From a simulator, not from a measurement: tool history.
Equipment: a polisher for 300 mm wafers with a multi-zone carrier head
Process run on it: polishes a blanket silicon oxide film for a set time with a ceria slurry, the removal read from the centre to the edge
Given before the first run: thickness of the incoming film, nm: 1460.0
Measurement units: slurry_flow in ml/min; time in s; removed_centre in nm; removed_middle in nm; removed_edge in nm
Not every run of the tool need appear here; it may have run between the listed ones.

| run | hour | slurry_flow | centre_zone | middle_zone | edge_zone | time | removed_centre | removed_middle | removed_edge |
|---|---|---|---|---|---|---|---|---|---|
| 1 | 0 | 210 | 1 | 1 | 1 | 32 | 205.33 | 197.53 | 199.78 |
| 2 | 5.3 | 205 | 0.98 | 0.99 | 0.99 | 32 | 198.85 | 198.35 | 194.93 |
| 3 | 10.8 | 200 | 0.97 | 0.97 | 0.99 | 32 | 196.4 | 194.25 | 193.38 |
| 4 | 19.4 | 195 | 0.96 | 0.95 | 0.99 | 32 | 198.07 | 190.88 | 191.17 |
| 5 | 27 | 195 | 0.94 | 0.94 | 1 | 32 | 187.92 | 186.88 | 192.82 |
| 6 | 32.6 | 240 | 0.94 | 0.94 | 1 | 32 | 196.76 | 190.75 | 199.23 |
| 7 | 37.5 | 235 | 0.93 | 0.93 | 0.99 | 32 | 198.11 | 189.5 | 195.56 |
| 8 | 43.9 | 230 | 0.92 | 0.92 | 0.99 | 32 | 193.49 | 184.93 | 197.72 |
| 9 | 47.9 | 225 | 0.91 | 0.92 | 0.98 | 32 | 189.37 | 187.92 | 196.39 |
| 10 | 52 | 220 | 0.9 | 0.91 | 0.97 | 32 | 183.88 | 184.9 | 194.15 |
| 11 | 59 | 215 | 0.9 | 0.9 | 0.96 | 32 | 186.53 | 181.44 | 193.76 |
| 12 | 64.4 | 210 | 0.9 | 0.9 | 0.95 | 32 | 181.82 | 179.88 | 196.68 |
| 13 | 66.8 | 210 | 0.9 | 0.9 | 0.96 | 32 | 187.4 | 181.05 | 194.6 |
| 14 | 70 | 205 | 0.9 | 0.91 | 0.96 | 31 | 180.08 | 176.6 | 190.7 |
| 15 | 73.3 | 205 | 0.9 | 0.92 | 0.96 | 30 | 170.8 | 172.35 | 181.72 |
| 16 | 80.7 | 200 | 0.9 | 0.92 | 0.96 | 30 | 171.13 | 172.24 | 175.19 |
| 17 | 85.4 | 195 | 0.9 | 0.92 | 0.96 | 30 | 168.79 | 170.47 | 178.06 |

What does the tool deliver on the next run?
| 18 | 90 | 190 | 0.9 | 0.92 | 0.96 | 30 | ? | ? | ? |

Run 18 measured removed_centre 173.85 nm, removed_middle 174.68 nm, removed_edge 176.85 nm.

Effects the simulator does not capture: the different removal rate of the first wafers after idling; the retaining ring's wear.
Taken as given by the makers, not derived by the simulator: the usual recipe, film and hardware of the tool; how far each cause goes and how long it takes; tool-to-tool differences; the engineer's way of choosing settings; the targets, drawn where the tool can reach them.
